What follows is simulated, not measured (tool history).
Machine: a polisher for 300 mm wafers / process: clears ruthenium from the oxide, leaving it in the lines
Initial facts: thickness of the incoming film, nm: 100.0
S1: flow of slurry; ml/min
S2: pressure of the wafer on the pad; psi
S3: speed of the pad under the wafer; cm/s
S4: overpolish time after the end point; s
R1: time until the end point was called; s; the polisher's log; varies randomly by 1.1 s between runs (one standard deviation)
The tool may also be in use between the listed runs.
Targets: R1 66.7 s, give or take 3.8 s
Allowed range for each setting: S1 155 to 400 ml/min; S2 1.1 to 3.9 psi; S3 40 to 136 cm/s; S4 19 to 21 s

Run 1, day 0: S1 255 ml/min, S2 2.5 psi, S3 88 cm/s, S4 19 s. Result: R1 102.54 s.
Run 2, day 0.229: S1 255 ml/min, S2 2 psi, S3 88 cm/s, S4 19 s. Result: R1 115.75 s.
Run 3, day 0.267: S1 255 ml/min, S2 2.4 psi, S3 88 cm/s, S4 19 s. Result: R1 102.43 s.
Run 4, day 0.367: S1 255 ml/min, S2 2.4 psi, S3 88 cm/s, S4 19 s. Result: R1 100.79 s.
Run 5, day 0.458: S1 255 ml/min, S2 2.7 psi, S3 88 cm/s, S4 19 s. Result: R1 96.527 s.
Run 6, day 0.746: S1 255 ml/min, S2 3 psi, S3 92 cm/s, S4 19 s. Result: R1 83.967 s.
Run 7, day 0.988: S1 255 ml/min, S2 3.2 psi, S3 94 cm/s, S4 19 s. Result: R1 76.113 s.
Run 8, day 1.354: S1 255 ml/min, S2 3.3 psi, S3 94 cm/s, S4 19 s. Result: R1 76.426 s.
Run 9, day 1.729: S1 255 ml/min, S2 3.4 psi, S3 94 cm/s, S4 19 s. Result: R1 74.401 s.
Run 10, day 1.842: S1 255 ml/min, S2 3.4 psi, S3 94 cm/s, S4 19 s. Result: R1 75.205 s.

Consider the 4 candidate settings below. Which is the only one whose results all fall within their allowed miss of target?
Run A, day 1.954: S1 265 ml/min, S2 3.9 psi, S3 92 cm/s, S4 20 s. Result: R1 ?.
Run B, day 1.954: S1 245 ml/min, S2 3.1 psi, S3 80 cm/s, S4 19 s. Result: R1 ?.
Run C, day 1.954: S1 215 ml/min, S2 3.4 psi, S3 92 cm/s, S4 19 s. Result: R1 ?.
Run D, day 1.954: S1 235 ml/min, S2 2.5 psi, S3 114 cm/s, S4 19 s. Result: R1 ?.

move      R1
   A  66.383
   B  91.311
   C  75.943
   D  79.077
A: in spec on every target
B: misses by more than the last run did
C: misses by more than the last run did
D: misses by more than the last run did
Correct choice: A, which meets every target
